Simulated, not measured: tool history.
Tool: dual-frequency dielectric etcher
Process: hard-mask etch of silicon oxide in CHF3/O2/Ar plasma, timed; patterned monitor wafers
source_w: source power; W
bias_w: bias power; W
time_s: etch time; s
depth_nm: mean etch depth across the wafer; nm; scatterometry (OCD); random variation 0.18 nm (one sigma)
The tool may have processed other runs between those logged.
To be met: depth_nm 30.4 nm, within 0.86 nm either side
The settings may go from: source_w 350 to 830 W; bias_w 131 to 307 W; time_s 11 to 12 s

{"run": 1, "hour": 0.0, "source_w": 590, "bias_w": 219, "time_s": 12, "depth_nm": 27.053}
{"run": 2, "hour": 5.0, "source_w": 670, "bias_w": 219, "time_s": 12, "depth_nm": 28.079}
{"run": 3, "hour": 9.2, "source_w": 670, "bias_w": 219, "time_s": 11, "depth_nm": 25.678}
{"run": 4, "hour": 16.3, "source_w": 610, "bias_w": 219, "time_s": 11, "depth_nm": 25.079}
{"run": 5, "hour": 21.7, "source_w": 640, "bias_w": 230, "time_s": 11, "depth_nm": 25.442}
{"run": 6, "hour": 30.6, "source_w": 680, "bias_w": 217, "time_s": 11, "depth_nm": 25.79}
{"run": 7, "hour": 36.3, "source_w": 700, "bias_w": 228, "time_s": 11, "depth_nm": 26.455}
{"run": 8, "hour": 45.0, "source_w": 800, "bias_w": 272, "time_s": 12, "depth_nm": 31.9}
{"run": 9, "hour": 46.1, "source_w": 790, "bias_w": 270, "time_s": 12, "depth_nm": 31.501}
{"run": 10, "hour": 52.7, "source_w": 780, "bias_w": 268, "time_s": 12, "depth_nm": 31.57}

Exercise: of the 5 proposed moves below, exactly one satisfies all targets within the stated allowed misses. Which move is it?
{"run": "A", "hour": 59.3, "source_w": 820, "bias_w": 249, "time_s": 11, "depth_nm": "?"}
{"run": "B", "hour": 59.3, "source_w": 830, "bias_w": 307, "time_s": 11, "depth_nm": "?"}
{"run": "C", "hour": 59.3, "source_w": 770, "bias_w": 286, "time_s": 12, "depth_nm": "?"}
{"run": "D", "hour": 59.3, "source_w": 760, "bias_w": 298, "time_s": 12, "depth_nm": "?"}
{"run": "E", "hour": 59.3, "source_w": 690, "bias_w": 228, "time_s": 11.5, "depth_nm": "?"}

move=A depth_nm=28.708
move=B depth_nm=30.598
move=C depth_nm=31.823
move=D depth_nm=32.053
move=E depth_nm=27.52
A: pushes the last run's worst result past its target
B: hits every target within its allowed miss
C: its largest miss is bigger than the last run's
D: its largest miss is bigger than the last run's
E: pushes the last run's worst result past its target
Move B is the one to make.
